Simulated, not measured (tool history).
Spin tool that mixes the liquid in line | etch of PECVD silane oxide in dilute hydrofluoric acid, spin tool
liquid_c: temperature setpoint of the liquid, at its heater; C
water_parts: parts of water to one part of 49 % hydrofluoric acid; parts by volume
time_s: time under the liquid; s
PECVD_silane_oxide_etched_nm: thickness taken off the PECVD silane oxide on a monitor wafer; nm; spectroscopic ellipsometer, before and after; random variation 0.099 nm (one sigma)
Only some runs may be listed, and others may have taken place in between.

Run 1, day 0.000: liquid_c 24.0 C, water_parts 225 parts by volume, time_s 50 s. Result: PECVD_silane_oxide_etched_nm 8.8336 nm.
Run 2, day 0.179: liquid_c 24.0 C, water_parts 295 parts by volume, time_s 50 s. Result: PECVD_silane_oxide_etched_nm 6.2694 nm.
Run 3, day 0.475: liquid_c 26.0 C, water_parts 260 parts by volume, time_s 50 s. Result: PECVD_silane_oxide_etched_nm 7.9819 nm.
Run 4, day 0.508: liquid_c 26.0 C, water_parts 260 parts by volume, time_s 55 s. Result: PECVD_silane_oxide_etched_nm 8.7824 nm.
Run 5, day 0.871: liquid_c 26.0 C, water_parts 260 parts by volume, time_s 55 s. Result: PECVD_silane_oxide_etched_nm 8.6716 nm.
Run 6, day 0.988: liquid_c 27.5 C, water_parts 235 parts by volume, time_s 55 s. Result: PECVD_silane_oxide_etched_nm 10.4250 nm.
Run 7, day 1.312: liquid_c 28.5 C, water_parts 220 parts by volume, time_s 55 s. Result: PECVD_silane_oxide_etched_nm 11.9020 nm.
Run 8, day 1.675: liquid_c 29.5 C, water_parts 215 parts by volume, time_s 55 s. Result: PECVD_silane_oxide_etched_nm 12.6070 nm.

Run 9 has not been measured yet. What should we expect?
Run 9, day 1.925: liquid_c 30.0 C, water_parts 210 parts by volume, time_s 55 s. Result: PECVD_silane_oxide_etched_nm ?.

Run 9 came out at PECVD_silane_oxide_etched_nm 13.1540 nm.
